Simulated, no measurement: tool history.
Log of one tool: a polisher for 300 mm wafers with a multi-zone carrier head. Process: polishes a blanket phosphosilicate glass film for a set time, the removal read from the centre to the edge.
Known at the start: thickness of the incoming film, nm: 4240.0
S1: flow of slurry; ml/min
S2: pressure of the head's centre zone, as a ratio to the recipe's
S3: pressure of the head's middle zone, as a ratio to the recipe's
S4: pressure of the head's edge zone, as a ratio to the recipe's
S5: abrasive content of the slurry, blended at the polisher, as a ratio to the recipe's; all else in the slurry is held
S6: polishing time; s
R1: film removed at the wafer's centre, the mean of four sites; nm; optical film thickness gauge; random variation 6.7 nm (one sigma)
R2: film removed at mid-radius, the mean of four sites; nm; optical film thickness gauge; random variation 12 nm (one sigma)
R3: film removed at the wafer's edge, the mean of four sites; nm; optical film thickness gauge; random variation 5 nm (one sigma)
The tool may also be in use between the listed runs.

| run | hour | S1 | S2 | S3 | S4 | S5 | S6 | R1 | R2 | R3 |
|---|---|---|---|---|---|---|---|---|---|---|
| 1 | 0.0 | 180 | 1.00 | 1.00 | 1.00 | 1.0 | 89 | 593.21 | 591.28 | 599.65 |
| 2 | 4.1 | 195 | 1.02 | 1.04 | 1.03 | 1.1 | 89 | 642.89 | 645.51 | 642.24 |
| 3 | 7.8 | 195 | 1.02 | 1.08 | 1.03 | 1.1 | 89 | 648.64 | 662.88 | 636.07 |
| 4 | 8.9 | 195 | 1.02 | 1.08 | 1.09 | 1.1 | 89 | 651.62 | 661.18 | 656.04 |
| 5 | 10.5 | 180 | 1.02 | 1.08 | 1.09 | 1.1 | 89 | 635.76 | 676.71 | 643.16 |
| 6 | 13.1 | 180 | 1.02 | 1.08 | 1.12 | 1.1 | 89 | 634.35 | 662.29 | 654.90 |

Run 7 comes next. What will it give?
| 7 | 21.0 | 185 | 1.04 | 1.10 | 1.12 | 1.2 | 90 | ? | ? | ? |

Run 7 gave R1 686.83 nm, R2 731.98 nm, R3 694.83 nm.

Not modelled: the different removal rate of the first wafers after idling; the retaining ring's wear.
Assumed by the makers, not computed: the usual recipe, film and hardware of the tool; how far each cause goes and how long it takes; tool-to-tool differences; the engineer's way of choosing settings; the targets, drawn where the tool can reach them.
